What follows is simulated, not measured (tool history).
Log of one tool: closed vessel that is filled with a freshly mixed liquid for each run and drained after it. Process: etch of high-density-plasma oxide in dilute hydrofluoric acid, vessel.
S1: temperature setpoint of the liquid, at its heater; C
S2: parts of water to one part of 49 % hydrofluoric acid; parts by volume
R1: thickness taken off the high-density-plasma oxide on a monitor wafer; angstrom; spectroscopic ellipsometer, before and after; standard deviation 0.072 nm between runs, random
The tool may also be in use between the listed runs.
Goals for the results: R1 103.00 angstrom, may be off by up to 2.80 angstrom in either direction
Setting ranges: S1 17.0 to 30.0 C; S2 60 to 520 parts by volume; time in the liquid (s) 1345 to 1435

run 1 hour=0.0 | S1=22.0 S2=290 time_in_the_liquid_(s)=1345 | R1=234.34
run 2 hour=2.3 | S1=20.5 S2=340 time_in_the_liquid_(s)=1345 | R1=182.72
run 3 hour=11.1 | S1=20.5 S2=235 time_in_the_liquid_(s)=1345 | R1=293.16
run 4 hour=18.4 | S1=20.5 S2=170 time_in_the_liquid_(s)=1345 | R1=424.33
run 5 hour=21.2 | S1=19.5 S2=260 time_in_the_liquid_(s)=1345 | R1=246.59
run 6 hour=29.6 | S1=17.0 S2=260 time_in_the_liquid_(s)=1345 | R1=224.75
run 7 hour=37.1 | S1=17.0 S2=315 time_in_the_liquid_(s)=1345 | R1=175.56
run 8 hour=44.9 | S1=17.0 S2=355 time_in_the_liquid_(s)=1345 | R1=153.47

Below are 5 possible settings for the next run. Only one of them brings all results inside the allowed miss of their targets. Which is it?
run A hour=52.7 | S1=17.0 S2=445 time_in_the_liquid_(s)=1345 | R1=?
run B hour=52.7 | S1=17.0 S2=460 time_in_the_liquid_(s)=1360 | R1=?
run C hour=52.7 | S1=17.5 S2=500 time_in_the_liquid_(s)=1410 | R1=?
run D hour=52.7 | S1=17.5 S2=455 time_in_the_liquid_(s)=1345 | R1=?
run E hour=52.7 | S1=17.0 S2=450 time_in_the_liquid_(s)=1345 | R1=?

move=A R1=112.05
move=B R1=108.38
move=C R1=102.12
move=D R1=110.69
move=E R1=110.39
A: gains on the last run, yet a result remains outside its allowed miss
B: gains on the last run, yet a result remains outside its allowed miss
C: every result lands within tolerance
D: gains on the last run, yet a result remains outside its allowed miss
E: gains on the last run, yet a result remains outside its allowed miss
So the answer is move C, the one that meets all the targets.

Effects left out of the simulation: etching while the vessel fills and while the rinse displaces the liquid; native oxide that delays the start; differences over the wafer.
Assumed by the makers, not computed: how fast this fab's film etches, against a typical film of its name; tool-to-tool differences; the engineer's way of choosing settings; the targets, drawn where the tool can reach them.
